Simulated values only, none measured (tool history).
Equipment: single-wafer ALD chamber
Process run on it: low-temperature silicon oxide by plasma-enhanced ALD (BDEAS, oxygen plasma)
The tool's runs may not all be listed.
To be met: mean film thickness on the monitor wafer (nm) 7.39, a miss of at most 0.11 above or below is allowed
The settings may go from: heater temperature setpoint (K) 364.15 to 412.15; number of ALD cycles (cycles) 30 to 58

run,day,heater temperature setpoint (K),number of ALD cycles (cycles),mean film thickness on the monitor wafer (nm)
1,0,388.15,44,6.4258
2,0.175,386.15,45,6.5268
3,0.479,386.15,49,7.0907
4,0.846,386.15,45,6.4929
5,0.95,386.15,46,6.7163
6,1.025,393.15,46,6.5535
7,1.338,389.15,47,6.8003
8,1.621,387.15,48,6.8947
9,1.933,385.15,49,7.1486
10,2.104,383.15,49,7.1452
11,2.454,382.15,49,7.1635

4 candidate next runs follow, results not yet known. Just one meets every target within its allowed miss. Identify it.
A,2.804,389.15,51,?
B,2.804,387.15,53,?
C,2.804,373.15,48,?
D,2.804,378.15,47,?

move,mean film thickness on the monitor wafer (nm)
A,7.3458
B,7.6589
C,7.0946
D,6.8915
A: in spec on every target
B: takes the biggest miss from the last run beyond its target
C: lands further from the targets than the last run did
D: lands further from the targets than the last run did
Correct choice: A, which meets every target
